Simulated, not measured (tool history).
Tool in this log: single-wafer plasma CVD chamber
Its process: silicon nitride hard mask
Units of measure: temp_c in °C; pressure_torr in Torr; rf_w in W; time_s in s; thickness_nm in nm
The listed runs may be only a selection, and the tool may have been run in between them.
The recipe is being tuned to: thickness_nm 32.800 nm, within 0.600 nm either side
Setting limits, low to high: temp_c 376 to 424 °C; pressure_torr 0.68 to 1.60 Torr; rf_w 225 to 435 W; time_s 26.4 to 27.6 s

run,hour,temp_c,pressure_torr,rf_w,time_s,thickness_nm
1,0.0,400,1.14,330,27.6,28.874
2,6.3,400,1.23,330,27.6,29.548
3,9.9,400,1.29,330,27.6,30.228
4,18.1,400,1.33,330,27.6,29.817
5,24.0,400,1.36,335,27.6,30.711
6,29.7,400,1.39,335,27.6,30.818
7,31.4,400,1.42,340,27.6,30.827
8,35.8,400,1.44,345,27.6,31.466
9,44.4,400,1.46,345,27.6,31.635
10,51.5,400,1.48,345,27.6,31.635
11,54.4,400,1.49,345,27.6,31.565
12,59.0,400,1.50,350,27.6,32.057
13,66.5,400,1.51,350,27.6,32.035
14,75.4,400,1.52,350,27.6,32.188
15,77.7,400,1.53,350,27.6,32.260

Which of these 5 next moves meets every target?
A,80.0,405,1.43,355,27.2,?
B,80.0,402,1.60,340,27.2,?
C,80.0,400,1.57,335,27.1,?
D,80.0,403,1.45,360,27.0,?
E,80.0,404,1.56,370,27.2,?

move,thickness_nm
A,31.466
B,31.699
C,31.223
D,31.591
E,32.856
A: further off than the last run
B: further off than the last run
C: further off than the last run
D: further off than the last run
E: all results land within tolerance of their targets
So the answer is move E, the one that meets all the targets.
